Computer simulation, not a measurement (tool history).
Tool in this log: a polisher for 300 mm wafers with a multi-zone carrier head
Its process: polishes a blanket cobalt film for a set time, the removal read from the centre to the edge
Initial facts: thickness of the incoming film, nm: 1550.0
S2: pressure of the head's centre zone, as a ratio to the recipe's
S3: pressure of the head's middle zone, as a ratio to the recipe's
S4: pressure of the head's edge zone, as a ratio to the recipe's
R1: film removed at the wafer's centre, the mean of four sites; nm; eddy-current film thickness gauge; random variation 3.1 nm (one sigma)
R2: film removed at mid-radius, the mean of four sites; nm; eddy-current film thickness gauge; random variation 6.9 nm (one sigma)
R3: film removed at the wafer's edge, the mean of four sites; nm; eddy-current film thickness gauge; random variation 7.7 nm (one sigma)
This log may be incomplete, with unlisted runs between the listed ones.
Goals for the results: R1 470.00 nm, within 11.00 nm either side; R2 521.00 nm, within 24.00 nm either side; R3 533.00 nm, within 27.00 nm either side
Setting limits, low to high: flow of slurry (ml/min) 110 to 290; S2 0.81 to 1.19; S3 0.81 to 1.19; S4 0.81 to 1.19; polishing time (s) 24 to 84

Run 1, hour 0.0: flow of slurry (ml/min) 185, S2 1.00, S3 1.00, S4 1.00, polishing time (s) 54. Result: R1 395.75 nm, R2 399.96 nm, R3 410.74 nm.
Run 2, hour 8.5: flow of slurry (ml/min) 145, S2 1.00, S3 1.00, S4 1.00, polishing time (s) 54. Result: R1 377.36 nm, R2 372.77 nm, R3 388.02 nm.
Run 3, hour 9.5: flow of slurry (ml/min) 160, S2 1.00, S3 1.01, S4 1.02, polishing time (s) 54. Result: R1 388.67 nm, R2 385.05 nm, R3 399.27 nm.
Run 4, hour 16.8: flow of slurry (ml/min) 160, S2 1.00, S3 1.01, S4 1.02, polishing time (s) 41. Result: R1 293.26 nm, R2 292.98 nm, R3 301.24 nm.
Run 5, hour 17.3: flow of slurry (ml/min) 175, S2 1.00, S3 1.02, S4 1.04, polishing time (s) 43. Result: R1 312.64 nm, R2 317.69 nm, R3 319.90 nm.
Run 6, hour 22.6: flow of slurry (ml/min) 185, S2 0.99, S3 1.02, S4 1.05, polishing time (s) 45. Result: R1 329.92 nm, R2 338.25 nm, R3 329.30 nm.
Run 7, hour 30.1: flow of slurry (ml/min) 185, S2 0.99, S3 1.02, S4 1.03, polishing time (s) 48. Result: R1 350.05 nm, R2 359.98 nm, R3 355.19 nm.
Run 8, hour 37.8: flow of slurry (ml/min) 185, S2 0.98, S3 1.01, S4 1.03, polishing time (s) 50. Result: R1 361.42 nm, R2 374.07 nm, R3 379.00 nm.
Run 9, hour 42.9: flow of slurry (ml/min) 195, S2 0.97, S3 1.01, S4 1.03, polishing time (s) 51. Result: R1 367.60 nm, R2 377.34 nm, R3 372.61 nm.
Run 10, hour 49.3: flow of slurry (ml/min) 185, S2 0.98, S3 1.02, S4 1.02, polishing time (s) 53. Result: R1 383.09 nm, R2 395.67 nm, R3 400.79 nm.
Run 11, hour 52.4: flow of slurry (ml/min) 135, S2 1.08, S3 1.12, S4 1.05, polishing time (s) 64. Result: R1 476.85 nm, R2 463.85 nm, R3 451.31 nm.
Run 12, hour 59.1: flow of slurry (ml/min) 135, S2 1.06, S3 1.11, S4 1.06, polishing time (s) 65. Result: R1 474.02 nm, R2 482.42 nm, R3 476.59 nm.
Run 13, hour 68.0: flow of slurry (ml/min) 135, S2 1.05, S3 1.11, S4 1.07, polishing time (s) 65. Result: R1 466.49 nm, R2 472.81 nm, R3 479.02 nm.
Run 14, hour 71.0: flow of slurry (ml/min) 135, S2 1.04, S3 1.11, S4 1.07, polishing time (s) 65. Result: R1 465.09 nm, R2 464.60 nm, R3 474.99 nm.

Which of these 5 next moves meets every target?
Run A, hour 74.0: flow of slurry (ml/min) 110, S2 1.09, S3 0.92, S4 1.19, polishing time (s) 70. Result: R1 ?, R2 ?, R3 ?.
Run B, hour 74.0: flow of slurry (ml/min) 175, S2 1.18, S3 1.05, S4 1.08, polishing time (s) 54. Result: R1 ?, R2 ?, R3 ?.
Run C, hour 74.0: flow of slurry (ml/min) 110, S2 1.19, S3 1.00, S4 1.11, polishing time (s) 61. Result: R1 ?, R2 ?, R3 ?.
Run D, hour 74.0: flow of slurry (ml/min) 155, S2 1.00, S3 1.17, S4 1.02, polishing time (s) 65. Result: R1 ?, R2 ?, R3 ?.
Run E, hour 74.0: flow of slurry (ml/min) 140, S2 0.95, S3 1.09, S4 1.10, polishing time (s) 71. Result: R1 ?, R2 ?, R3 ?.

move      R1      R2      R3
   A  491.45  431.35  508.52
   B  467.59  403.54  403.99
   C  468.01  394.78  427.17
   D  464.10  508.12  464.08
   E  468.94  518.79  518.14
A: its largest miss is bigger than the last run's
B: its largest miss is bigger than the last run's
C: its largest miss is bigger than the last run's
D: gets the furthest-off result to its target, but another result is out of tolerance
E: meets every target
Correct choice: E, which meets every target
